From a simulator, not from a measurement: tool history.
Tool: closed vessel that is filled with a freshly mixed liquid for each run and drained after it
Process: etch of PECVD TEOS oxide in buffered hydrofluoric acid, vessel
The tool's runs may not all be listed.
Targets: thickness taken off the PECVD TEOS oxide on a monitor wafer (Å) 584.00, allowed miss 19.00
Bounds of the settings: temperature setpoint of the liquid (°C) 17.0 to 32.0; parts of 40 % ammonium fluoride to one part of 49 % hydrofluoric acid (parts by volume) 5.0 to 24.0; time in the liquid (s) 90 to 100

run  hour  temperature setpoint of the liquid (°C)  parts of 40 % ammonium fluoride to one part of 49 % hydrofluoric acid (parts by volume)  time in the liquid (s)  thickness taken off the PECVD TEOS oxide on a monitor wafer (Å)
  1   0.0                                     25.0                                                                                     14.5                      90                                                           812.09
  2   6.5                                     26.0                                                                                     14.5                      90                                                           856.98
  3  15.1                                     26.0                                                                                     18.0                      90                                                           691.48
  4  23.9                                     28.5                                                                                     18.0                      90                                                           805.67
  5  32.6                                     27.5                                                                                     18.0                      90                                                           767.39
  6  35.3                                     27.0                                                                                     18.0                      90                                                           725.13
  7  39.2                                     26.5                                                                                     18.0                      90                                                           716.67
  8  48.5                                     26.0                                                                                     18.0                      90                                                           697.30
  9  57.0                                     25.5                                                                                     18.0                      90                                                           673.02
 10  64.4                                     25.0                                                                                     18.0                      90                                                           664.51
 11  73.0                                     24.5                                                                                     18.0                      90                                                           645.53
 12  80.0                                     24.0                                                                                     18.0                      90                                                           632.28

Which of these 4 next moves meets every target?
  A  87.0                                     24.0                                                                                     19.0                      90                                                                ?
  B  87.0                                     24.0                                                                                     19.0                      95                                                                ?
  C  87.0                                     25.5                                                                                     24.0                      90                                                                ?
  D  87.0                                     20.5                                                                                     14.5                      95                                                                ?

move  thickness taken off the PECVD TEOS oxide on a monitor wafer (Å)
   A                                                           592.64
   B                                                           625.57
   C                                                           539.40
   D                                                           672.74
A: meets every target
B: nearer than the last run, and not there yet
C: takes the result that was furthest off past its target
D: further off than the last run
The right move is A.
